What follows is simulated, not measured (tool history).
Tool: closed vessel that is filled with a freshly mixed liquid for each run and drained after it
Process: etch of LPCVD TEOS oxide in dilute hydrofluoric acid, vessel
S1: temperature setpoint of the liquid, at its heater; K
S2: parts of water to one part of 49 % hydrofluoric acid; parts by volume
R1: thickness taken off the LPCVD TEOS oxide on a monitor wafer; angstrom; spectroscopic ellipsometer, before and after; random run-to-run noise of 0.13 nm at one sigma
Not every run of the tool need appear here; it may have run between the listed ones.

Run 1, hour 0: S1 293.15 K, S2 260 parts by volume, time in the liquid (s) 100. Result: R1 57.1 angstrom.
Run 2, hour 1.7: S1 293.15 K, S2 260 parts by volume, time in the liquid (s) 105. Result: R1 60.161 angstrom.
Run 3, hour 4.6: S1 296.15 K, S2 260 parts by volume, time in the liquid (s) 105. Result: R1 66.814 angstrom.
Run 4, hour 5.7: S1 294.65 K, S2 260 parts by volume, time in the liquid (s) 105. Result: R1 63.969 angstrom.
Run 5, hour 10.5: S1 296.15 K, S2 210 parts by volume, time in the liquid (s) 105. Result: R1 87.773 angstrom.
Run 6, hour 18.5: S1 297.15 K, S2 175 parts by volume, time in the liquid (s) 105. Result: R1 113.65 angstrom.
Run 7, hour 26.8: S1 297.15 K, S2 175 parts by volume, time in the liquid (s) 105. Result: R1 111.87 angstrom.
Run 8, hour 31.2: S1 298.15 K, S2 150 parts by volume, time in the liquid (s) 105. Result: R1 140.28 angstrom.
Run 9, hour 34.3: S1 298.65 K, S2 135 parts by volume, time in the liquid (s) 105. Result: R1 162.37 angstrom.

Estimate the outcome of run 10 from the log above:
Run 10, hour 38.8: S1 299.15 K, S2 130 parts by volume, time in the liquid (s) 105. Result: R1 ?.

R1: 170.9 angstrom
